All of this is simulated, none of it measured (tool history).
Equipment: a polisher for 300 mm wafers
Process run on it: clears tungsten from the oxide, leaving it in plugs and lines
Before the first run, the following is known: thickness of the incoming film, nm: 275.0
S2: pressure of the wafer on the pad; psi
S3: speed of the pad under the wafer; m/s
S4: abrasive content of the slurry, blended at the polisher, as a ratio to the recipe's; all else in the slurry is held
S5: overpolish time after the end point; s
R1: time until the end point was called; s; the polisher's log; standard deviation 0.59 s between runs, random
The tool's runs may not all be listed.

Run 1, hour 0.0: flow of slurry (ml/min) 170, S2 2.8 psi, S3 0.84 m/s, S4 1.0, S5 31 s. Result: R1 77.194 s.
Run 2, hour 7.7: flow of slurry (ml/min) 170, S2 3.3 psi, S3 0.86 m/s, S4 1.0, S5 31 s. Result: R1 67.082 s.
Run 3, hour 15.6: flow of slurry (ml/min) 170, S2 3.3 psi, S3 0.70 m/s, S4 1.0, S5 31 s. Result: R1 82.184 s.
Run 4, hour 23.5: flow of slurry (ml/min) 170, S2 2.6 psi, S3 0.70 m/s, S4 1.0, S5 31 s. Result: R1 99.509 s.
Run 5, hour 25.7: flow of slurry (ml/min) 175, S2 3.2 psi, S3 0.78 m/s, S4 1.0, S5 31 s. Result: R1 76.349 s.
Run 6, hour 33.0: flow of slurry (ml/min) 175, S2 3.6 psi, S3 0.84 m/s, S4 1.0, S5 31 s. Result: R1 63.562 s.
Run 7, hour 34.9: flow of slurry (ml/min) 175, S2 3.6 psi, S3 0.84 m/s, S4 1.0, S5 31 s. Result: R1 64.129 s.
Run 8, hour 39.5: flow of slurry (ml/min) 175, S2 3.8 psi, S3 0.90 m/s, S4 1.0, S5 31 s. Result: R1 57.354 s.
Run 9, hour 48.0: flow of slurry (ml/min) 175, S2 4.0 psi, S3 0.94 m/s, S4 1.0, S5 31 s. Result: R1 52.429 s.

What will run 10 give?
Run 10, hour 51.7: flow of slurry (ml/min) 175, S2 4.1 psi, S3 0.96 m/s, S4 1.0, S5 31 s. Result: R1 ?.

R1: 50.486 s
